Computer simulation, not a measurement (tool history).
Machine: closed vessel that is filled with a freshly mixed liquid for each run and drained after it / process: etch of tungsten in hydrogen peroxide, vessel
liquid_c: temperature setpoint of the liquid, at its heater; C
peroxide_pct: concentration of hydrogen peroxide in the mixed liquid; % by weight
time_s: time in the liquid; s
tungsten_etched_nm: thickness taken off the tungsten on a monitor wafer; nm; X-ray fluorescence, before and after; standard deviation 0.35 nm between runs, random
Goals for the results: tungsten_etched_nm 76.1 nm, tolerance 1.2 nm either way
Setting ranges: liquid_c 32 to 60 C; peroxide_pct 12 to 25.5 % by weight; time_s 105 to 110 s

run  hour  liquid_c  peroxide_pct  time_s  tungsten_etched_nm
  1     0        44          17.5     105              152.72
  2   1.9        44          17.5     110              159.56
  3   9.9        41          17.5     110              131.83
  4  12.7        34          17.5     110              82.487
  5  14.8        34          17.5     105              79.294
  6  22.4        40          17.5     105              118.33
  7  29.8        32          17.5     105              68.833
  8  31.4      32.5          17.5     105              71.313
  9  39.6        33          17.5     105              74.376

5 candidate next runs follow, results not yet known. Just one meets every target within its allowed miss. Identify it.
  A  47.8        32            18     105                   ?
  B  47.8        33            17     105                   ?
  C  47.8        34          13.5     110                   ?
  D  47.8        33          18.5     105                   ?
  E  47.8        32            19     105                   ?

move  tungsten_etched_nm
   A              69.984
   B               72.82
   C              72.757
   D              75.965
   E                71.9
A: moves away from the targets compared with the last run
B: moves away from the targets compared with the last run
C: moves away from the targets compared with the last run
D: every result lands within tolerance
E: moves away from the targets compared with the last run
D meets every target.
